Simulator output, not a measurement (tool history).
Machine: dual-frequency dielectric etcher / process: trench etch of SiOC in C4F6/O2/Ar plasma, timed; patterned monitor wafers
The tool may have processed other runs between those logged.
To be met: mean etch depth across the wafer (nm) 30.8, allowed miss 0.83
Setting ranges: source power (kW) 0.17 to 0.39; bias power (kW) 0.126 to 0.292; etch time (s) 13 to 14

run,hour,source power (kW),bias power (kW),etch time (s),mean etch depth across the wafer (nm)
1,0,0.28,0.209,14,26.74
2,5.2,0.28,0.209,13,24.766
3,6.7,0.28,0.209,13,24.842
4,15.5,0.3,0.221,13,25.916
5,17.7,0.3,0.202,13,25.372
6,20.5,0.25,0.202,13,22.881
7,24.8,0.28,0.207,13,24.69
8,32.8,0.34,0.226,13,28.129
9,39.1,0.35,0.229,13,28.512
10,48.1,0.36,0.232,13,29.228
11,57,0.37,0.234,13,29.701
12,61.5,0.37,0.236,13,29.431

5 candidate next runs follow, results not yet known. Just one meets every target within its allowed miss. Identify it.
A,66,0.34,0.234,14,?
B,66,0.36,0.192,14,?
C,66,0.36,0.225,13,?
D,66,0.36,0.23,13,?
E,66,0.37,0.221,13,?

move,mean etch depth across the wafer (nm)
A,30.579
B,29.68
C,28.872
D,29.064
E,29.109
A: in spec on every target
B: better than the last run, though not everything is in spec
C: moves away from the targets compared with the last run
D: moves away from the targets compared with the last run
E: moves away from the targets compared with the last run
So the answer is move A, the one that meets all the targets.
